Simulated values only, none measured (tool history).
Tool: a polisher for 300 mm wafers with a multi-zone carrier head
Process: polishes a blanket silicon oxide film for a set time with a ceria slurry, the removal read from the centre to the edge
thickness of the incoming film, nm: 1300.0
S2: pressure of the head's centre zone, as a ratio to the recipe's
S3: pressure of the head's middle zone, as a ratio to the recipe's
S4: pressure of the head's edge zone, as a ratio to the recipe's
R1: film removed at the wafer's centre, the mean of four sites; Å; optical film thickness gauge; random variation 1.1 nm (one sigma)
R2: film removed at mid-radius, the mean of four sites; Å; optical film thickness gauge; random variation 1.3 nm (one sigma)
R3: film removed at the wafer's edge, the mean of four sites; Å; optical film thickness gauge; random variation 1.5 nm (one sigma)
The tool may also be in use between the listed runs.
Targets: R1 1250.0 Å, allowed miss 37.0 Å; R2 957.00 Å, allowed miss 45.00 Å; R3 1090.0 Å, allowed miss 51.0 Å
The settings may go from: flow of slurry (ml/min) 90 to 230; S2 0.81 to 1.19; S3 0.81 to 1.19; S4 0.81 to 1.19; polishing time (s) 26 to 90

{"run": 1, "hour": 0.0, "flow of slurry (ml/min)": 150, "S2": 1.0, "S3": 1.0, "S4": 1.0, "polishing time (s)": 58, "R1": 1825.9, "R2": 1877.9, "R3": 1910.0}
{"run": 2, "hour": 1.8, "flow of slurry (ml/min)": 135, "S2": 1.0, "S3": 1.0, "S4": 1.0, "polishing time (s)": 58, "R1": 1767.0, "R2": 1861.7, "R3": 1930.7}
{"run": 3, "hour": 3.3, "flow of slurry (ml/min)": 155, "S2": 1.02, "S3": 0.95, "S4": 0.99, "polishing time (s)": 49, "R1": 1566.3, "R2": 1566.3, "R3": 1640.2}
{"run": 4, "hour": 4.5, "flow of slurry (ml/min)": 175, "S2": 1.02, "S3": 0.95, "S4": 0.99, "polishing time (s)": 49, "R1": 1599.2, "R2": 1591.8, "R3": 1664.0}
{"run": 5, "hour": 11.2, "flow of slurry (ml/min)": 145, "S2": 1.02, "S3": 0.95, "S4": 0.99, "polishing time (s)": 49, "R1": 1548.5, "R2": 1582.0, "R3": 1628.3}
{"run": 6, "hour": 17.5, "flow of slurry (ml/min)": 145, "S2": 1.02, "S3": 1.03, "S4": 0.99, "polishing time (s)": 49, "R1": 1559.3, "R2": 1600.9, "R3": 1643.6}
{"run": 7, "hour": 22.5, "flow of slurry (ml/min)": 155, "S2": 1.07, "S3": 0.97, "S4": 0.98, "polishing time (s)": 42, "R1": 1419.4, "R2": 1343.7, "R3": 1410.0}
{"hour": 30.7, "done": "centre zone pressure recalibrated"}
{"run": 8, "hour": 30.7, "flow of slurry (ml/min)": 155, "S2": 1.11, "S3": 0.92, "S4": 0.97, "polishing time (s)": 39, "R1": 1469.7, "R2": 1227.1, "R3": 1330.6}
{"run": 9, "hour": 38.0, "flow of slurry (ml/min)": 150, "S2": 1.11, "S3": 0.89, "S4": 0.96, "polishing time (s)": 36, "R1": 1355.1, "R2": 1093.7, "R3": 1194.2}
{"run": 10, "hour": 38.8, "flow of slurry (ml/min)": 140, "S2": 1.11, "S3": 0.87, "S4": 0.96, "polishing time (s)": 36, "R1": 1338.9, "R2": 1064.0, "R3": 1161.1}
{"run": 11, "hour": 40.9, "flow of slurry (ml/min)": 130, "S2": 1.11, "S3": 0.85, "S4": 0.97, "polishing time (s)": 36, "R1": 1308.2, "R2": 1043.3, "R3": 1182.9}
{"run": 12, "hour": 43.5, "flow of slurry (ml/min)": 125, "S2": 1.11, "S3": 0.84, "S4": 0.96, "polishing time (s)": 36, "R1": 1301.0, "R2": 995.37, "R3": 1183.1}

Which of these 5 next moves meets every target?
{"run": "A", "hour": 46.1, "flow of slurry (ml/min)": 100, "S2": 1.04, "S3": 0.87, "S4": 0.98, "polishing time (s)": 40, "R1": "?", "R2": "?", "R3": "?"}
{"run": "B", "hour": 46.1, "flow of slurry (ml/min)": 145, "S2": 1.09, "S3": 0.82, "S4": 0.86, "polishing time (s)": 34, "R1": "?", "R2": "?", "R3": "?"}
{"run": "C", "hour": 46.1, "flow of slurry (ml/min)": 230, "S2": 1.14, "S3": 1.09, "S4": 0.95, "polishing time (s)": 28, "R1": "?", "R2": "?", "R3": "?"}
{"run": "D", "hour": 46.1, "flow of slurry (ml/min)": 120, "S2": 1.12, "S3": 1.01, "S4": 0.9, "polishing time (s)": 35, "R1": "?", "R2": "?", "R3": "?"}
{"run": "E", "hour": 46.1, "flow of slurry (ml/min)": 135, "S2": 1.03, "S3": 0.87, "S4": 0.98, "polishing time (s)": 37, "R1": "?", "R2": "?", "R3": "?"}

move=A R1=1280.2 R2=1080.10 R3=1241.3
move=B R1=1241.6 R2=941.80 R3=1075.1
move=C R1=1156.7 R2=1052.60 R3=951.1
move=D R1=1263.3 R2=1112.50 R3=1088.9
move=E R1=1258.3 R2=1062.40 R3=1198.5
A: further off than the last run
B: meets every target
C: takes the result that was furthest off past its target
D: brings the result that was furthest off to its target, and leaves another outside
E: further off than the last run
The right move is B.
